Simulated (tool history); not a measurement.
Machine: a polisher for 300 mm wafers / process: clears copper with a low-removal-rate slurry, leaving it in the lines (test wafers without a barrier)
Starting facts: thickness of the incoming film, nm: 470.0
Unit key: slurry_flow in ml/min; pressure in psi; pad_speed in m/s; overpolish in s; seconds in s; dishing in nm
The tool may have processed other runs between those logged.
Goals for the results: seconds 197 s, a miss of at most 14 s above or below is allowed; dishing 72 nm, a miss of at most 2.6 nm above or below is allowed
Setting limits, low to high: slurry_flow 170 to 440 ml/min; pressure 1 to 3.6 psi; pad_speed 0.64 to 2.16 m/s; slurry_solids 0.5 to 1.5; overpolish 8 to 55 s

Run 1, hour 0: slurry_flow 280 ml/min, pressure 2.3 psi, pad_speed 1.4 m/s, slurry_solids 1, overpolish 28 s. Result: seconds 160.67 s, dishing 55.983 nm.
Run 2, hour 3.6: slurry_flow 280 ml/min, pressure 2.2 psi, pad_speed 1.38 m/s, slurry_solids 1, overpolish 33 s. Result: seconds 173.99 s, dishing 60.085 nm.
Run 3, hour 6.8: slurry_flow 280 ml/min, pressure 2.2 psi, pad_speed 1.52 m/s, slurry_solids 1, overpolish 33 s. Result: seconds 158.11 s, dishing 64.158 nm.
Run 4, hour 10: slurry_flow 280 ml/min, pressure 2.1 psi, pad_speed 1.5 m/s, slurry_solids 1, overpolish 36 s. Result: seconds 164.01 s, dishing 65.985 nm.
Run 5, hour 14.2: slurry_flow 280 ml/min, pressure 2.1 psi, pad_speed 1.78 m/s, slurry_solids 1, overpolish 36 s. Result: seconds 137.07 s, dishing 74.586 nm.
At hour 17.4: slurry blender recalibrated.
Run 6, hour 17.4: slurry_flow 280 ml/min, pressure 2.1 psi, pad_speed 1.78 m/s, slurry_solids 1, overpolish 47 s. Result: seconds 130.53 s, dishing 93.258 nm.
Run 7, hour 18: slurry_flow 275 ml/min, pressure 1.5 psi, pad_speed 1.72 m/s, slurry_solids 1, overpolish 53 s. Result: seconds 181.64 s, dishing 76.099 nm.
Run 8, hour 21.8: slurry_flow 270 ml/min, pressure 1.3 psi, pad_speed 1.7 m/s, slurry_solids 1, overpolish 54 s. Result: seconds 209.12 s, dishing 68.622 nm.

Exactly one of the 4 candidate moves below puts every result within its allowed miss. Which one?
Run A, hour 25.6: slurry_flow 295 ml/min, pressure 1.4 psi, pad_speed 2.1 m/s, slurry_solids 1.05, overpolish 43 s. Result: seconds ?, dishing ?.
Run B, hour 25.6: slurry_flow 250 ml/min, pressure 1.6 psi, pad_speed 1.8 m/s, slurry_solids 1.15, overpolish 43 s. Result: seconds ?, dishing ?.
Run C, hour 25.6: slurry_flow 270 ml/min, pressure 1.4 psi, pad_speed 1.7 m/s, slurry_solids 1, overpolish 47 s. Result: seconds ?, dishing ?.
Run D, hour 25.6: slurry_flow 230 ml/min, pressure 1.4 psi, pad_speed 1.8 m/s, slurry_solids 0.95, overpolish 52 s. Result: seconds ?, dishing ?.

move  seconds  dishing
   A   157.26   72.557
   B   161.51   72.664
   C   196.15   66.435
   D   189.57   72.707
A: the furthest-off result lands on target, but another misses its tolerance
B: the furthest-off result lands on target, but another misses its tolerance
C: the biggest miss grows against the last run
D: every result lands within tolerance
The right move is D.
